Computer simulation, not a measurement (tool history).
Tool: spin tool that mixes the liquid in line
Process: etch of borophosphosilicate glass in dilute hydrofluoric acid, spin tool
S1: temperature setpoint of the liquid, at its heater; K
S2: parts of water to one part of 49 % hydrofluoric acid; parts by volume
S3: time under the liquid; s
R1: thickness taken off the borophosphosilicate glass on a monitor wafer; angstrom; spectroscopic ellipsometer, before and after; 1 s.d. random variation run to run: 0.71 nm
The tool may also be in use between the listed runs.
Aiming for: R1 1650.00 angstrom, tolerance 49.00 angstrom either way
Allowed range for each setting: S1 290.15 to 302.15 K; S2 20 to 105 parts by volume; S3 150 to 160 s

| run | hour | S1 | S2 | S3 | R1 |
|---|---|---|---|---|---|
| 1 | 0.0 | 294.15 | 55 | 150 | 954.53 |
| 2 | 3.8 | 294.15 | 55 | 150 | 959.15 |
| 3 | 7.0 | 294.15 | 55 | 160 | 1022.00 |
| 4 | 10.6 | 294.15 | 70 | 160 | 788.86 |
| 5 | 14.7 | 296.15 | 65 | 160 | 926.29 |
| 6 | 22.7 | 296.15 | 80 | 160 | 737.36 |
| 7 | 27.0 | 297.65 | 70 | 160 | 898.11 |
| 8 | 35.6 | 298.65 | 60 | 160 | 1104.50 |
| 9 | 41.7 | 299.65 | 55 | 160 | 1271.60 |
| 10 | 49.2 | 300.15 | 50 | 160 | 1435.80 |
| 11 | 51.6 | 300.65 | 50 | 160 | 1459.20 |
| 12 | 59.9 | 301.15 | 50 | 160 | 1493.40 |
| 13 | 62.4 | 301.65 | 50 | 160 | 1534.50 |
| 14 | 68.9 | 302.15 | 45 | 160 | 1737.10 |

Which single option among these 5 for the next run brings every result within its allowed miss of target? Just one does.
| A | 75.4 | 300.15 | 45 | 155 | ? |
| B | 75.4 | 299.15 | 40 | 150 | ? |
| C | 75.4 | 302.15 | 50 | 160 | ? |
| D | 75.4 | 301.15 | 40 | 150 | ? |
| E | 75.4 | 302.15 | 50 | 155 | ? |

| move | R1 |
|---|---|
| A | 1556.80 |
| B | 1639.10 |
| C | 1555.20 |
| D | 1777.50 |
| E | 1506.60 |
A: takes the biggest miss from the last run beyond its target
B: each result inside its tolerance
C: takes the biggest miss from the last run beyond its target
D: lands further from the targets than the last run did
E: takes the biggest miss from the last run beyond its target
Correct choice: B, which meets every target
